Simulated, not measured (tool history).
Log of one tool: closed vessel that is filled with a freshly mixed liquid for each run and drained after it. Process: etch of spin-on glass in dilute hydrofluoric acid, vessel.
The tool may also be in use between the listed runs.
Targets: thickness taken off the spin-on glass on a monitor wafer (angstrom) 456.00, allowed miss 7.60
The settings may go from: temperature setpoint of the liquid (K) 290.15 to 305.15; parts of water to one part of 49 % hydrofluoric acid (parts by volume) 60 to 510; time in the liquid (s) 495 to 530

run	hour	temperature setpoint of the liquid (K)	parts of water to one part of 49 % hydrofluoric acid (parts by volume)	time in the liquid (s)	thickness taken off the spin-on glass on a monitor wafer (angstrom)
1	0.0	297.15	285	495	305.13
2	2.8	299.15	280	495	334.20
3	4.0	300.65	275	495	356.61
4	12.7	300.65	275	495	356.97
5	13.7	303.65	275	495	396.21
6	15.6	303.65	275	495	394.74
7	22.0	304.15	270	495	412.26
8	27.8	304.15	265	495	425.02
9	35.0	304.65	260	495	441.81
10	36.9	305.15	260	495	448.02

Which of these 4 next moves meets every target?
A	38.8	304.65	265	495	?
B	38.8	301.65	235	495	?
C	38.8	302.15	230	500	?
D	38.8	301.15	225	495	?

move	thickness taken off the spin-on glass on a monitor wafer (angstrom)
A	429.50
B	453.75
C	479.13
D	471.16
A: further off than the last run
B: meets every target
C: takes the result that was furthest off past its target
D: takes the result that was furthest off past its target
Answer: B
